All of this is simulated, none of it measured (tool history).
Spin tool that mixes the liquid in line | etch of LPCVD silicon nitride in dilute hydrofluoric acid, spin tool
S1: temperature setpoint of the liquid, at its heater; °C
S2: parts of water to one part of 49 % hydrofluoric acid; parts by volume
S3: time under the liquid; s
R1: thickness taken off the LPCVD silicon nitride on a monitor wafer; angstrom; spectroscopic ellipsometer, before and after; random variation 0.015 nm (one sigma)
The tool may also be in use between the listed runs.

run	hour	S1	S2	S3	R1
1	0.0	21.0	55	35	2.3766
2	3.3	23.5	55	35	2.7476
3	4.9	24.5	50	35	3.2217
4	9.4	24.5	50	15	1.4019
5	12.4	24.5	65	15	1.0828
6	18.9	24.0	60	15	1.1070
7	20.4	24.0	55	15	1.1960
8	24.5	23.0	50	20	1.6985
9	25.4	24.0	45	20	1.9771
10	33.5	23.0	40	20	2.0883
11	41.2	27.0	20	35	9.2770

The next listed run, before its measurement:
12	45.8	26.5	20	35	?

{"run 12": {"R1": 9.2595}}
